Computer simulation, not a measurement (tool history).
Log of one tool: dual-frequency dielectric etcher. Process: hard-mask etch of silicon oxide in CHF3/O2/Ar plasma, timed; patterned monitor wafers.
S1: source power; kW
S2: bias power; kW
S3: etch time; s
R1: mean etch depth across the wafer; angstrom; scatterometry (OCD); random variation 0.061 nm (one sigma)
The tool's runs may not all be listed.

| run | hour | S1 | S2 | S3 | R1 |
|---|---|---|---|---|---|
| 1 | 0 | 0.5 | 0.212 | 13 | 250.83 |
| 2 | 2.7 | 0.55 | 0.212 | 13 | 259.79 |
| 3 | 10.5 | 0.63 | 0.212 | 13 | 273.35 |
| 4 | 12.5 | 0.54 | 0.209 | 13 | 257.8 |
| 5 | 14.6 | 0.54 | 0.209 | 12 | 236.83 |
| 6 | 21.1 | 0.54 | 0.239 | 12 | 245.72 |
| 7 | 24 | 0.5 | 0.236 | 12 | 238 |
| 8 | 28.7 | 0.47 | 0.234 | 12 | 233.51 |
| 9 | 32.2 | 0.45 | 0.233 | 12 | 229.22 |

Forecast run 10:
| 10 | 38.7 | 0.44 | 0.232 | 12 | ? |

R1: 228.33 angstrom

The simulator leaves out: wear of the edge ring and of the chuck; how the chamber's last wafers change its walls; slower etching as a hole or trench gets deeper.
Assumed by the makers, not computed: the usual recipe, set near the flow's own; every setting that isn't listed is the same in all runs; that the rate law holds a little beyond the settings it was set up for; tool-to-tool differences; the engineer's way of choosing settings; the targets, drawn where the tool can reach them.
